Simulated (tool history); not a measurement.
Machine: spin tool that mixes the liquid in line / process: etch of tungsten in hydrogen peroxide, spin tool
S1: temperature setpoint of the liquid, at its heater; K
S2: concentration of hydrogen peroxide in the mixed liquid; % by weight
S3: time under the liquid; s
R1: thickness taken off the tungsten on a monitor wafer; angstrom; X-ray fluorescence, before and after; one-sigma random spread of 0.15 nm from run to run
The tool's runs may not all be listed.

run,day,S1,S2,S3,R1
1,0,318.15,25,45,565.6
2,0.075,318.15,20.5,45,520.04
3,0.183,318.15,20.5,50,578.32
4,0.396,313.65,19,50,414.38
5,0.429,313.65,23,50,455.47
6,0.512,313.65,23,50,462.67

Run 7 comes next. What will it give?
7,0.625,310.65,21.5,50,?

R1: 364.18 angstrom
